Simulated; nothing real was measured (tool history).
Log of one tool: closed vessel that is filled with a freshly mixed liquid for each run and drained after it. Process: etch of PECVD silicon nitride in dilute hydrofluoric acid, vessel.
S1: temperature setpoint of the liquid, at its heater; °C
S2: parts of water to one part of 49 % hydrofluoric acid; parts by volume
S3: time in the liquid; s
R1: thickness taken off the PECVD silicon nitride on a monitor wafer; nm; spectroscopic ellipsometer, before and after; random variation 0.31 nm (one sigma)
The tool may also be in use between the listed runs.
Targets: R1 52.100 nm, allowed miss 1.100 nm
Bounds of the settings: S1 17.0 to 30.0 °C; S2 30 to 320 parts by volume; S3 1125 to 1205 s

| run | day | S1 | S2 | S3 | R1 |
|---|---|---|---|---|---|
| 1 | 0.000 | 22.0 | 175 | 1125 | 30.542 |
| 2 | 0.075 | 24.5 | 175 | 1125 | 35.951 |
| 3 | 0.467 | 22.5 | 175 | 1125 | 31.351 |
| 4 | 0.804 | 25.0 | 175 | 1125 | 36.864 |
| 5 | 0.921 | 26.5 | 175 | 1125 | 40.457 |
| 6 | 1.254 | 27.5 | 175 | 1125 | 43.408 |
| 7 | 1.533 | 28.5 | 175 | 1125 | 45.519 |
| 8 | 1.633 | 28.5 | 175 | 1125 | 46.307 |

4 next moves are on the table. One of them brings every result within its allowed miss. Which?
| A | 1.733 | 28.5 | 165 | 1205 | ? |
| B | 1.733 | 29.5 | 160 | 1155 | ? |
| C | 1.733 | 29.0 | 165 | 1205 | ? |
| D | 1.733 | 28.0 | 145 | 1145 | ? |

| move | R1 |
|---|---|
| A | 52.205 |
| B | 54.889 |
| C | 53.834 |
| D | 54.776 |
A: meets every target
B: takes the result that was furthest off past its target
C: takes the result that was furthest off past its target
D: takes the result that was furthest off past its target
Move A is the one to make.
